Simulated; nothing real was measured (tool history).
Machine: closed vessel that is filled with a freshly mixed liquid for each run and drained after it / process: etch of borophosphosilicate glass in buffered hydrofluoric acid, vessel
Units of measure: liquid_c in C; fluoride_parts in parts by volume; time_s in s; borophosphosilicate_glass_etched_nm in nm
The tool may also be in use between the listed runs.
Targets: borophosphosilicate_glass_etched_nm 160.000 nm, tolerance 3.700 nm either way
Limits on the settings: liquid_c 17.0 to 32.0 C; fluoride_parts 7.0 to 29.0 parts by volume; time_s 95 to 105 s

| run | hour | liquid_c | fluoride_parts | time_s | borophosphosilicate_glass_etched_nm |
|---|---|---|---|---|---|
| 1 | 0.0 | 25.0 | 18.0 | 95 | 79.971 |
| 2 | 8.8 | 27.0 | 16.0 | 95 | 99.686 |
| 3 | 13.5 | 27.0 | 19.5 | 95 | 81.382 |
| 4 | 19.4 | 27.0 | 17.0 | 95 | 93.802 |
| 5 | 20.1 | 28.5 | 15.5 | 95 | 111.870 |
| 6 | 26.1 | 28.5 | 13.5 | 95 | 127.960 |
| 7 | 26.6 | 29.5 | 13.5 | 95 | 135.340 |
| 8 | 31.9 | 30.0 | 13.5 | 95 | 139.550 |
| 9 | 40.7 | 30.5 | 13.5 | 95 | 142.790 |
| 10 | 48.0 | 31.0 | 13.5 | 95 | 147.210 |
| 11 | 56.8 | 31.5 | 13.5 | 95 | 149.650 |

Which of these 4 next moves meets every target?
| A | 65.6 | 30.0 | 14.0 | 95 | ? |
| B | 65.6 | 30.0 | 11.0 | 95 | ? |
| C | 65.6 | 32.0 | 13.5 | 100 | ? |
| D | 65.6 | 31.5 | 15.5 | 105 | ? |

| move | borophosphosilicate_glass_etched_nm |
|---|---|
| A | 133.680 |
| B | 169.370 |
| C | 161.750 |
| D | 144.510 |
A: further off than the last run
B: takes the result that was furthest off past its target
C: every result lands within tolerance
D: further off than the last run
Answer: C
